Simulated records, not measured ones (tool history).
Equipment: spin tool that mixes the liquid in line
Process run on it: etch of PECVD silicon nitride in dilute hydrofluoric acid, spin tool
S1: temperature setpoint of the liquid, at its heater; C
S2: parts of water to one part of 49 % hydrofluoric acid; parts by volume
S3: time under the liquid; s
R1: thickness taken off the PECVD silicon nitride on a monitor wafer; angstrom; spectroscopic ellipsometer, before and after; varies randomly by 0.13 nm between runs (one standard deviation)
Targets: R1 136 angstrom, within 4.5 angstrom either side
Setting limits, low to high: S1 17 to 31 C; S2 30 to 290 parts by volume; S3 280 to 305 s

| run | hour | S1 | S2 | S3 | R1 |
|---|---|---|---|---|---|
| 1 | 0 | 23 | 160 | 280 | 50.222 |
| 2 | 4.3 | 23 | 160 | 280 | 49.593 |
| 3 | 9.9 | 20.5 | 160 | 280 | 42.316 |
| 4 | 17.2 | 20.5 | 135 | 280 | 49.209 |
| 5 | 24.3 | 23.5 | 135 | 280 | 60.352 |
| 6 | 29.2 | 23.5 | 180 | 280 | 45.293 |
| 7 | 32.6 | 27.5 | 115 | 285 | 92.634 |
| 8 | 36.3 | 28.5 | 110 | 285 | 102.73 |
| 9 | 38.6 | 28.5 | 110 | 285 | 104.7 |
| 10 | 47.3 | 29 | 105 | 285 | 115.13 |
| 11 | 48.7 | 29.5 | 105 | 285 | 117.08 |
| 12 | 49.7 | 30 | 105 | 285 | 120.09 |
| 13 | 55.9 | 30.5 | 100 | 285 | 131.36 |

Which of these 5 next moves meets every target?
| A | 62.1 | 30 | 100 | 305 | ? |
| B | 62.1 | 30.5 | 100 | 280 | ? |
| C | 62.1 | 31 | 110 | 285 | ? |
| D | 62.1 | 30 | 85 | 280 | ? |
| E | 62.1 | 30 | 90 | 295 | ? |

| move | R1 |
|---|---|
| A | 134.43 |
| B | 127.34 |
| C | 121.44 |
| D | 145.28 |
| E | 144.54 |
A: meets every target
B: lands further from the targets than the last run did
C: lands further from the targets than the last run did
D: takes the biggest miss from the last run beyond its target
E: takes the biggest miss from the last run beyond its target
Answer: A

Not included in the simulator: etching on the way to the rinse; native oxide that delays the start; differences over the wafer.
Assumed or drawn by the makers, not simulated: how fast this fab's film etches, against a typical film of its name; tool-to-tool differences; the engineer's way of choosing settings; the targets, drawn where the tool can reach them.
